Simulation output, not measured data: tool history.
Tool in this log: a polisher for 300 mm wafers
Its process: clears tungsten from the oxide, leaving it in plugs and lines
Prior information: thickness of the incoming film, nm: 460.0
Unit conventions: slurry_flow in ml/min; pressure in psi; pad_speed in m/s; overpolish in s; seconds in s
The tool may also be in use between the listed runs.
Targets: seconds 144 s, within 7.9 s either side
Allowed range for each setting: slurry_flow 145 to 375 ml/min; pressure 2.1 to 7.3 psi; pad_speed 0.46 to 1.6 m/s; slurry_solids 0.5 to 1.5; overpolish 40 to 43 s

| run | day | slurry_flow | pressure | pad_speed | slurry_solids | overpolish | seconds |
|---|---|---|---|---|---|---|---|
| 1 | 0 | 240 | 4.7 | 1.02 | 1 | 40 | 78.539 |
| 2 | 0.296 | 240 | 4.7 | 1.26 | 1 | 40 | 63.356 |
| 3 | 0.529 | 240 | 5.2 | 1.26 | 1 | 40 | 58.365 |
| 4 | 0.771 | 240 | 5.2 | 1.26 | 0.85 | 40 | 62.248 |
| 5 | 0.8 | 240 | 4.2 | 1.14 | 0.85 | 40 | 83.317 |
| 6 | 0.871 | 240 | 3.5 | 1.08 | 0.85 | 40 | 96.065 |
| 7 | 1.112 | 240 | 3.1 | 1 | 0.85 | 40 | 112.67 |
| 8 | 1.458 | 240 | 2.8 | 0.98 | 0.85 | 40 | 127.67 |
| 9 | 1.817 | 240 | 2.6 | 0.98 | 0.85 | 40 | 130.75 |
| 10 | 2.15 | 240 | 2.5 | 0.98 | 0.85 | 40 | 134.17 |

Exercise: of the 4 proposed moves below, exactly one satisfies all targets within the stated allowed misses. Which move is it?
| A | 2.483 | 165 | 2.2 | 1.22 | 0.85 | 43 | ? |
| B | 2.483 | 235 | 2.4 | 0.86 | 0.95 | 40 | ? |
| C | 2.483 | 315 | 3.6 | 0.66 | 1.1 | 40 | ? |
| D | 2.483 | 255 | 2.9 | 1.06 | 0.8 | 40 | ? |

| move | seconds |
|---|---|
| A | 126.28 |
| B | 145.16 |
| C | 121.66 |
| D | 114.21 |
A: further off than the last run
B: every result within its allowed miss
C: further off than the last run
D: further off than the last run
Answer: B
